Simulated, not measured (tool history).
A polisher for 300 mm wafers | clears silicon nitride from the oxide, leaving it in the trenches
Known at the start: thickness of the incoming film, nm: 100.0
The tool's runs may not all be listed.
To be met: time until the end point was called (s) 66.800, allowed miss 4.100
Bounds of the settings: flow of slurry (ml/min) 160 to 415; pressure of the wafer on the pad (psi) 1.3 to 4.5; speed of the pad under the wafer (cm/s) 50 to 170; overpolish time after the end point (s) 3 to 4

run,hour,flow of slurry (ml/min),pressure of the wafer on the pad (psi),speed of the pad under the wafer (cm/s),overpolish time after the end point (s),time until the end point was called (s)
1,0.0,265,2.9,110,4,107.530
2,4.1,265,3.1,112,4,99.674
3,10.3,265,3.1,112,4,102.300
4,17.5,265,3.3,114,4,92.175
5,23.0,265,3.3,134,4,83.660
6,31.4,265,3.3,116,4,95.437
7,36.3,265,3.5,120,4,89.436
8,42.9,265,3.7,124,4,85.198
9,50.8,265,3.8,128,4,78.318
10,53.7,265,3.9,130,4,79.090
11,60.3,265,4.0,132,4,73.039

Which of these 4 next moves meets every target?
A,66.9,260,4.0,146,3,?
B,66.9,300,4.1,122,4,?
C,66.9,235,3.7,142,4,?
D,66.9,390,3.8,124,4,?

move,time until the end point was called (s)
A,66.720
B,74.641
C,72.871
D,76.730
A: meets every target
B: further off than the last run
C: as far off as the last run
D: further off than the last run
Move A is the one to make.

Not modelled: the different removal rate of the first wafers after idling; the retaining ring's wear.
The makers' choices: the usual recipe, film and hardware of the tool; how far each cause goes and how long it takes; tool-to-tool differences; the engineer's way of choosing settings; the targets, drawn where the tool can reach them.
